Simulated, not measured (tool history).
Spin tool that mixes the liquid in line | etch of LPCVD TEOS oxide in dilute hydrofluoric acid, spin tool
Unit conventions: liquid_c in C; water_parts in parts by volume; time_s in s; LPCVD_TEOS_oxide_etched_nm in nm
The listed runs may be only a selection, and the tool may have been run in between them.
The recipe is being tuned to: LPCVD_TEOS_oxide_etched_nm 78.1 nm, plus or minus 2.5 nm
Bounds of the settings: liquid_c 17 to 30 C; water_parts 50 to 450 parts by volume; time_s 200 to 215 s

run,hour,liquid_c,water_parts,time_s,LPCVD_TEOS_oxide_etched_nm
1,0,22,250,200,35.918
2,1,22,250,200,35.721
3,4.3,22,220,200,41.628
4,5.6,24,195,200,51.954
5,13.2,26.5,195,200,57.01
6,15.9,27.5,185,200,62.744
7,18.6,28,175,200,68.21
8,24.7,28.5,170,200,72.732
9,33.3,29,170,200,72.983
10,34.7,29.5,170,200,74.818

Below are 4 possible settings for the next run. Only one of them brings all results inside the allowed miss of their targets. Which is it?
A,36.1,29.5,180,200,?
B,36.1,29.5,165,200,?
C,36.1,27.5,175,200,?
D,36.1,29.5,175,200,?

move,LPCVD_TEOS_oxide_etched_nm
A,70.595
B,78.479
C,68.017
D,73.067
A: its largest miss is bigger than the last run's
B: all results in spec
C: its largest miss is bigger than the last run's
D: its largest miss is bigger than the last run's
Move B is the one to make.
